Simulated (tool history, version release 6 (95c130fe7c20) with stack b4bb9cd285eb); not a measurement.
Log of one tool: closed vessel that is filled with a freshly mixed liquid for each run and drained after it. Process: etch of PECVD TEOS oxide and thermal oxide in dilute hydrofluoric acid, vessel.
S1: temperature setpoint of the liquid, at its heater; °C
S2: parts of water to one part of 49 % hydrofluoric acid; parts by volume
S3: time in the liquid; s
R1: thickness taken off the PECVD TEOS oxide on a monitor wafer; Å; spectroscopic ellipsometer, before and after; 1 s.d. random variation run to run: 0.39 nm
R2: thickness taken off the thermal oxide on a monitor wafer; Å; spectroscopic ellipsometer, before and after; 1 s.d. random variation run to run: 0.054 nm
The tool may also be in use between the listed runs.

{"run": 1, "day": 0.0, "S1": 22.0, "S2": 55, "S3": 105, "R1": 313.52, "R2": 87.695}
{"run": 2, "day": 0.212, "S1": 24.5, "S2": 50, "S3": 105, "R1": 388.23, "R2": 108.27}
{"run": 3, "day": 0.271, "S1": 26.0, "S2": 50, "S3": 105, "R1": 413.99, "R2": 113.84}
{"run": 4, "day": 0.475, "S1": 27.0, "S2": 45, "S3": 105, "R1": 486.02, "R2": 133.09}
{"run": 5, "day": 0.567, "S1": 27.5, "S2": 45, "S3": 105, "R1": 485.52, "R2": 135.45}
{"run": 6, "day": 0.646, "S1": 28.5, "S2": 45, "S3": 105, "R1": 506.42, "R2": 141.63}

Run 7 has not been measured yet. What should we expect?
{"run": 7, "day": 0.871, "S1": 29.0, "S2": 45, "S3": 105, "R1": "?", "R2": "?"}

R1: 516.28 Å
R2: 144.110 Å
